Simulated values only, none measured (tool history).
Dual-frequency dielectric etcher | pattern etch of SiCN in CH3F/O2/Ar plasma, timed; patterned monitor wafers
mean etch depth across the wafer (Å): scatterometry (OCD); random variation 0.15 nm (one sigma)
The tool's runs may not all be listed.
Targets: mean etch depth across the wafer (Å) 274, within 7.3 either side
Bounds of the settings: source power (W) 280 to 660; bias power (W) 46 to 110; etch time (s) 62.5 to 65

run    day  source power (W)  bias power (W)  etch time (s)  mean etch depth across the wafer (Å)
  1      0               470              78           62.5                                239.38
  2  0.158               490              79           62.5                                242.41
  3  0.333               490              79           62.5                                242.97
  4  0.708               500              80           62.5                                248.15
  5  0.817               500              72           62.5                                239.34
  6  0.917               520              73           62.5                                245.86
  7  0.958               530              74           62.5                                248.11
  8  1.142               540              75           62.5                                250.11
  9  1.204               550              76           62.5                                252.32
 10  1.533               550              76           62.5                                252.23
 11  1.767               560              77           62.5                                256.27
 12  2.033               570              78           62.5                                256.91
 13  2.075               580              79           62.5                                260.65

Pick the move, out of 5, that brings all results within their allowed miss; only one does.
  A  2.117               630              71             63                                     ?
  B  2.117               590              72           63.5                                     ?
  C  2.117               530              77           64.5                                     ?
  D  2.117               550              75             64                                     ?
  E  2.117               630              83           62.5                                     ?

move  mean etch depth across the wafer (Å)
   A                                263.11
   B                                259.42
   C                                257.15
   D                                257.09
   E                                271.69
A: moves toward the targets from the last run without getting all of them in spec
B: lands further from the targets than the last run did
C: lands further from the targets than the last run did
D: lands further from the targets than the last run did
E: all results in spec
The move that meets every target is E.

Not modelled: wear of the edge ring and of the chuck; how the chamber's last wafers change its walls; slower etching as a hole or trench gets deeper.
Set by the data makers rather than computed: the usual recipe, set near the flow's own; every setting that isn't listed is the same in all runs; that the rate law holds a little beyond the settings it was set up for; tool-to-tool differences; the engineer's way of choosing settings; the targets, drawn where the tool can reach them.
